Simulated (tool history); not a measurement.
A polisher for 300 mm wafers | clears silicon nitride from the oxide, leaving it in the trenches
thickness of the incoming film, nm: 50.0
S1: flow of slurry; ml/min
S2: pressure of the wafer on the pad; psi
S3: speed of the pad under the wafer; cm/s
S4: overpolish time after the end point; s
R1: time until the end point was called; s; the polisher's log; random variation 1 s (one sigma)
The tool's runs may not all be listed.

run 1 day=0.000 | S1=190 S2=2.4 S3=86 S4=41 | R1=98.732
run 2 day=0.071 | S1=190 S2=2.6 S3=86 S4=41 | R1=90.076
run 3 day=0.325 | S1=230 S2=2.6 S3=86 S4=41 | R1=87.910
run 4 day=0.483 | S1=230 S2=2.7 S3=86 S4=41 | R1=85.540
run 5 day=0.733 | S1=230 S2=2.8 S3=86 S4=41 | R1=83.399
run 6 day=1.042 | S1=230 S2=2.8 S3=86 S4=44 | R1=83.632

Forecast run 7:
-- day=1.379 slurry nozzle cleaned
run 7 day=1.379 | S1=230 S2=2.9 S3=86 S4=44 | R1=?

Run 7 gave R1 77.261 s.
